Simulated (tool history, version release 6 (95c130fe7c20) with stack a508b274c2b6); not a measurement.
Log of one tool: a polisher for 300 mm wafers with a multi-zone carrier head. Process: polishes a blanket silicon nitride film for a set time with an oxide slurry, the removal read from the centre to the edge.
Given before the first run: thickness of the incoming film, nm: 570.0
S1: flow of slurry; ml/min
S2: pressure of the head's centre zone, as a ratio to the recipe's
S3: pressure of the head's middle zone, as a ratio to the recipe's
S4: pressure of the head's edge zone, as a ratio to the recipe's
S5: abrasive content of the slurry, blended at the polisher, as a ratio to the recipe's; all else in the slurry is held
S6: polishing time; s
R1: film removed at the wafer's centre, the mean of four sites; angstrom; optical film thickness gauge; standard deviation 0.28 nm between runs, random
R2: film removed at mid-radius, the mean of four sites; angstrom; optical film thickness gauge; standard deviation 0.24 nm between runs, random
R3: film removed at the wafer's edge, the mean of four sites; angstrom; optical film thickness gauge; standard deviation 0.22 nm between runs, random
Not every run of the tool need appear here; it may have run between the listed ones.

run  hour   S1    S2    S3    S4    S5  S6      R1      R2      R3
  1     0  245     1     1     1     1  70   393.9  387.77  405.19
  2   8.9  245     1     1  0.93     1  70  404.64  389.96  388.63
  3  15.6  240  0.98     1  0.92   0.9  65  339.01  340.37  342.73
  4  22.7  240  0.98  1.01   0.9  0.85  61  312.42  313.45   305.4
  5  31.5  240  0.97  1.01  0.89   0.8  59  279.13  288.56  284.69
  6  36.7  240  0.97  1.02  0.88  0.75  57  262.58  267.42  261.15
  7    43  240  0.96  1.03  0.87   0.7  56  241.51   251.3  241.11
  8  51.6  240  0.95  1.03  0.86  0.65  56  222.71  234.95  226.24

Forecast run 9:
  9  53.6  240  0.95  1.03  0.85  0.65  56   ?   ?   ?

R1: 222.46 angstrom
R2: 238.26 angstrom
R3: 222.32 angstrom

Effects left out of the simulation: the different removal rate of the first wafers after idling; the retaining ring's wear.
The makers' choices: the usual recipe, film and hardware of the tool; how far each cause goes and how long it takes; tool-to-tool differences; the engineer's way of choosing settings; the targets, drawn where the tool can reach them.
